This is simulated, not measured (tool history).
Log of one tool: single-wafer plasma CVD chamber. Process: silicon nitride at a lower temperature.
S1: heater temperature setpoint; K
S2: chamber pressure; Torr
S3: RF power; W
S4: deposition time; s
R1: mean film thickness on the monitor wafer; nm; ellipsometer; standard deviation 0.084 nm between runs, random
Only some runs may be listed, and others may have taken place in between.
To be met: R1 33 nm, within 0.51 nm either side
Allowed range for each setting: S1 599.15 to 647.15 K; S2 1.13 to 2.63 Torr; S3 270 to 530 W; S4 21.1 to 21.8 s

Run 1, hour 0: S1 623.15 K, S2 1.88 Torr, S3 400 W, S4 21.1 s. Result: R1 27.978 nm.
Run 2, hour 5: S1 623.15 K, S2 1.88 Torr, S3 400 W, S4 21.1 s. Result: R1 28.193 nm.
Run 3, hour 9.6: S1 613.15 K, S2 1.88 Torr, S3 400 W, S4 21.1 s. Result: R1 28.22 nm.
Run 4, hour 10.4: S1 613.15 K, S2 1.88 Torr, S3 435 W, S4 21.1 s. Result: R1 30.163 nm.
Run 5, hour 13.9: S1 613.15 K, S2 1.95 Torr, S3 435 W, S4 21.1 s. Result: R1 30.367 nm.
Run 6, hour 19.4: S1 613.15 K, S2 1.95 Torr, S3 415 W, S4 21.1 s. Result: R1 29.268 nm.
Run 7, hour 22.3: S1 613.15 K, S2 2.03 Torr, S3 420 W, S4 21.1 s. Result: R1 29.963 nm.
Run 8, hour 28.8: S1 613.15 K, S2 2.11 Torr, S3 420 W, S4 21.1 s. Result: R1 30.212 nm.
Run 9, hour 31.8: S1 613.15 K, S2 2.17 Torr, S3 425 W, S4 21.1 s. Result: R1 30.858 nm.
Run 10, hour 33.7: S1 613.15 K, S2 2.55 Torr, S3 435 W, S4 21.1 s. Result: R1 32.382 nm.
Run 11, hour 38.6: S1 613.15 K, S2 2.56 Torr, S3 435 W, S4 21.1 s. Result: R1 32.426 nm.
Run 12, hour 45.5: S1 613.15 K, S2 2.57 Torr, S3 435 W, S4 21.1 s. Result: R1 32.217 nm.
Run 13, hour 52.8: S1 613.15 K, S2 2.58 Torr, S3 435 W, S4 21.1 s. Result: R1 32.391 nm.
Run 14, hour 57.4: S1 613.15 K, S2 2.59 Torr, S3 435 W, S4 21.1 s. Result: R1 32.484 nm.

4 next moves are on the table. One of them brings every result within its allowed miss. Which?
Run A, hour 62: S1 628.15 K, S2 2.63 Torr, S3 425 W, S4 21.8 s. Result: R1 ?.
Run B, hour 62: S1 609.15 K, S2 2.37 Torr, S3 435 W, S4 21.1 s. Result: R1 ?.
Run C, hour 62: S1 617.15 K, S2 2.62 Torr, S3 430 W, S4 21.1 s. Result: R1 ?.
Run D, hour 62: S1 605.15 K, S2 2.58 Torr, S3 430 W, S4 21.1 s. Result: R1 ?.

move      R1
   A  32.709
   B  31.798
   C  32.082
   D  32.143
A: meets every target
B: further off than the last run
C: further off than the last run
D: further off than the last run
The move that meets every target is A.
